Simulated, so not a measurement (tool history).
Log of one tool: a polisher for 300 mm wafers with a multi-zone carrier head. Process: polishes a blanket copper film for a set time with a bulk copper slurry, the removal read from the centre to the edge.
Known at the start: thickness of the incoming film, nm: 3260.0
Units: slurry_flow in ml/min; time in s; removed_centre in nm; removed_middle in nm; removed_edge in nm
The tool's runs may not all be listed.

| run | hour | slurry_flow | centre_zone | middle_zone | edge_zone | slurry_solids | time | removed_centre | removed_middle | removed_edge |
|---|---|---|---|---|---|---|---|---|---|---|
| 1 | 0.0 | 240 | 1.00 | 1.00 | 1.00 | 1.00 | 43 | 328.86 | 323.99 | 323.65 |
| 2 | 7.1 | 230 | 0.94 | 0.99 | 0.99 | 0.85 | 39 | 261.42 | 281.47 | 272.83 |
| 3 | 15.1 | 230 | 0.94 | 0.99 | 0.99 | 0.85 | 43 | 289.75 | 307.82 | 303.99 |
| 4 | 20.8 | 230 | 0.94 | 0.92 | 0.99 | 0.85 | 43 | 289.68 | 293.45 | 304.41 |
| 5 | 27.6 | 230 | 0.94 | 0.92 | 0.99 | 0.85 | 52 | 349.66 | 350.60 | 361.70 |
| 6 | 33.0 | 260 | 0.94 | 0.92 | 0.99 | 0.85 | 52 | 354.13 | 348.48 | 378.18 |
| 7 | 39.1 | 250 | 0.90 | 0.91 | 0.98 | 0.75 | 46 | 285.96 | 302.22 | 322.26 |
| 8 | 46.6 | 235 | 0.88 | 0.89 | 0.96 | 0.65 | 42 | 245.16 | 251.70 | 262.26 |
| 9 | 53.7 | 240 | 0.86 | 0.90 | 0.97 | 0.60 | 39 | 213.56 | 227.20 | 232.97 |
| 10 | 59.6 | 240 | 0.84 | 0.91 | 0.99 | 0.55 | 39 | 199.01 | 225.33 | 228.24 |
| 11 | 66.4 | 230 | 0.83 | 0.90 | 1.00 | 0.55 | 39 | 194.53 | 217.43 | 234.19 |

Forecast run 12:
| 12 | 70.1 | 220 | 0.82 | 0.91 | 0.99 | 0.55 | 39 | ? | ? | ? |

Run 12 gave removed_centre 190.30 nm, removed_middle 225.11 nm, removed_edge 232.48 nm.

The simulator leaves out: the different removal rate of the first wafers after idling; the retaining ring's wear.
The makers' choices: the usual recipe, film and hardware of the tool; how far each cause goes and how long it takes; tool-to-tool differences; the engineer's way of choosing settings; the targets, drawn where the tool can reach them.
